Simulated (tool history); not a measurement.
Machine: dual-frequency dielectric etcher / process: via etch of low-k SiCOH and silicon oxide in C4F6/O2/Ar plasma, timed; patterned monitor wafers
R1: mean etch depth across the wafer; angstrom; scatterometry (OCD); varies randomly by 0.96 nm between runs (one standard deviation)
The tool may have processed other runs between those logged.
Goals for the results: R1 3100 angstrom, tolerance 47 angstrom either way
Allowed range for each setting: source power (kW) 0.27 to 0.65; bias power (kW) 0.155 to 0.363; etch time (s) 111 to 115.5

Run 1, day 0: source power (kW) 0.46, bias power (kW) 0.259, etch time (s) 111. Result: R1 3504.3 angstrom.
Run 2, day 0.096: source power (kW) 0.44, bias power (kW) 0.258, etch time (s) 111. Result: R1 3428.8 angstrom.
Run 3, day 0.383: source power (kW) 0.44, bias power (kW) 0.258, etch time (s) 111. Result: R1 3433.8 angstrom.
Run 4, day 0.588: source power (kW) 0.44, bias power (kW) 0.258, etch time (s) 115.5. Result: R1 3547.5 angstrom.
Run 5, day 0.712: source power (kW) 0.42, bias power (kW) 0.257, etch time (s) 115.5. Result: R1 3525 angstrom.
Run 6, day 0.912: source power (kW) 0.4, bias power (kW) 0.256, etch time (s) 115.5. Result: R1 3450.1 angstrom.
Run 7, day 1.229: source power (kW) 0.38, bias power (kW) 0.255, etch time (s) 115.5. Result: R1 3380 angstrom.
Run 8, day 1.354: source power (kW) 0.37, bias power (kW) 0.254, etch time (s) 115.5. Result: R1 3367 angstrom.
Run 9, day 1.417: source power (kW) 0.36, bias power (kW) 0.253, etch time (s) 115.5. Result: R1 3313 angstrom.
Run 10, day 1.738: source power (kW) 0.35, bias power (kW) 0.252, etch time (s) 115.5. Result: R1 3294.4 angstrom.
Run 11, day 2.042: source power (kW) 0.34, bias power (kW) 0.251, etch time (s) 115.5. Result: R1 3258.1 angstrom.
Run 12, day 2.4: source power (kW) 0.33, bias power (kW) 0.251, etch time (s) 115.5. Result: R1 3230.6 angstrom.
At day 2.767: wet clean of the chamber.
Run 13, day 2.767: source power (kW) 0.32, bias power (kW) 0.251, etch time (s) 115.5. Result: R1 3340.1 angstrom.
Run 14, day 2.875: source power (kW) 0.32, bias power (kW) 0.245, etch time (s) 115.5. Result: R1 3269 angstrom.
Run 15, day 3.042: source power (kW) 0.32, bias power (kW) 0.245, etch time (s) 115.5. Result: R1 3301 angstrom.
Run 16, day 3.25: source power (kW) 0.31, bias power (kW) 0.247, etch time (s) 115. Result: R1 3259.3 angstrom.
Run 17, day 3.442: source power (kW) 0.31, bias power (kW) 0.242, etch time (s) 114.5. Result: R1 3194.5 angstrom.
Run 18, day 3.508: source power (kW) 0.3, bias power (kW) 0.241, etch time (s) 114.5. Result: R1 3185 angstrom.
Run 19, day 3.738: source power (kW) 0.3, bias power (kW) 0.239, etch time (s) 114.5. Result: R1 3145.3 angstrom.

4 candidate next runs follow, results not yet known. Just one meets every target within its allowed miss. Identify it.
Run A, day 3.967: source power (kW) 0.36, bias power (kW) 0.216, etch time (s) 111. Result: R1 ?.
Run B, day 3.967: source power (kW) 0.34, bias power (kW) 0.236, etch time (s) 114. Result: R1 ?.
Run C, day 3.967: source power (kW) 0.27, bias power (kW) 0.283, etch time (s) 113. Result: R1 ?.
Run D, day 3.967: source power (kW) 0.33, bias power (kW) 0.227, etch time (s) 115.5. Result: R1 ?.

move      R1
   A  3115.7
   B  3264.4
   C  3265.2
   D  3223.4
A: every result lands within tolerance
B: further off than the last run
C: further off than the last run
D: further off than the last run
Correct choice: A, which meets every target
